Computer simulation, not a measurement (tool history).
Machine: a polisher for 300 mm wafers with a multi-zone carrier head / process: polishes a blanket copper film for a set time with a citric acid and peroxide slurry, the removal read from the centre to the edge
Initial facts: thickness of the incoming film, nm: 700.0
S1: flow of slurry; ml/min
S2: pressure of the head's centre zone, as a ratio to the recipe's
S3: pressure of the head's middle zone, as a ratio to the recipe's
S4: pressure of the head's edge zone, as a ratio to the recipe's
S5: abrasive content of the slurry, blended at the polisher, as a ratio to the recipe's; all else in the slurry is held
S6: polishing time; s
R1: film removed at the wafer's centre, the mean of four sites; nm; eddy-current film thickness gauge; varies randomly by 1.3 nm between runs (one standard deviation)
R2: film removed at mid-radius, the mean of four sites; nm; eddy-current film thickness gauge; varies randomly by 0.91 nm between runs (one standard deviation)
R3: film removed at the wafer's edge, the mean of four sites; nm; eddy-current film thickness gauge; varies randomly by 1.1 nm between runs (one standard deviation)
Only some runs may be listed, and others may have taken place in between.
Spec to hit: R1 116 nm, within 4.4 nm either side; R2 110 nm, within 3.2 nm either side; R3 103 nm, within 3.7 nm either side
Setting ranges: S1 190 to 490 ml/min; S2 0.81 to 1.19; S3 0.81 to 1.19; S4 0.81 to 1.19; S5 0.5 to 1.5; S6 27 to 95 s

| run | hour | S1 | S2 | S3 | S4 | S5 | S6 | R1 | R2 | R3 |
|---|---|---|---|---|---|---|---|---|---|---|
| 1 | 0 | 315 | 1 | 1 | 1 | 1 | 61 | 82.115 | 87.488 | 86.507 |
| 2 | 7.1 | 315 | 1.04 | 1 | 1 | 1 | 61 | 85.025 | 86.163 | 85.428 |
| 3 | 10.6 | 325 | 1.07 | 1.02 | 1.02 | 1.1 | 62 | 90.369 | 92.496 | 92 |
| 4 | 13.1 | 325 | 1.07 | 0.93 | 1.02 | 1.1 | 62 | 89.436 | 84.399 | 89.044 |
| 5 | 17.5 | 325 | 1.07 | 0.93 | 1.02 | 0.9 | 62 | 87.698 | 81.482 | 87.411 |
| 6 | 19.1 | 325 | 1.07 | 0.93 | 0.98 | 0.9 | 62 | 85.866 | 81.101 | 87.217 |
| 7 | 19.8 | 330 | 1.1 | 0.97 | 1.01 | 1 | 63 | 92.72 | 87.994 | 87.748 |
| 8 | 25.7 | 335 | 1.11 | 0.97 | 1.03 | 1.25 | 72 | 112.42 | 104.07 | 108.8 |
| 9 | 26.5 | 340 | 1.12 | 0.99 | 1.01 | 1.25 | 72 | 110.93 | 106.25 | 108.2 |
| 10 | 33.2 | 355 | 1.19 | 1.01 | 0.91 | 1.3 | 72 | 121.52 | 110.21 | 102.35 |

Which single option among these 5 for the next run brings every result within its allowed miss of target? Just one does.
| A | 39.9 | 375 | 1.15 | 0.94 | 0.88 | 1.5 | 75 | ? | ? | ? |
| B | 39.9 | 435 | 1.19 | 0.99 | 0.86 | 1.3 | 74 | ? | ? | ? |
| C | 39.9 | 355 | 1.15 | 1.02 | 0.91 | 1.15 | 73 | ? | ? | ? |
| D | 39.9 | 270 | 1.04 | 1.03 | 0.91 | 1.5 | 73 | ? | ? | ? |
| E | 39.9 | 380 | 1.19 | 0.97 | 0.88 | 1.3 | 74 | ? | ? | ? |

| move | R1 | R2 | R3 |
|---|---|---|---|
| A | 127.45 | 111.67 | 109.21 |
| B | 127.93 | 113.06 | 104.57 |
| C | 117.36 | 109.93 | 102.12 |
| D | 108.9 | 113.37 | 105.11 |
| E | 126.49 | 110.05 | 104.85 |
A: lands further from the targets than the last run did
B: lands further from the targets than the last run did
C: every result lands within tolerance
D: moves the result that the last run missed by most past its target, out the other side
E: lands further from the targets than the last run did
Go with C: it meets all targets.
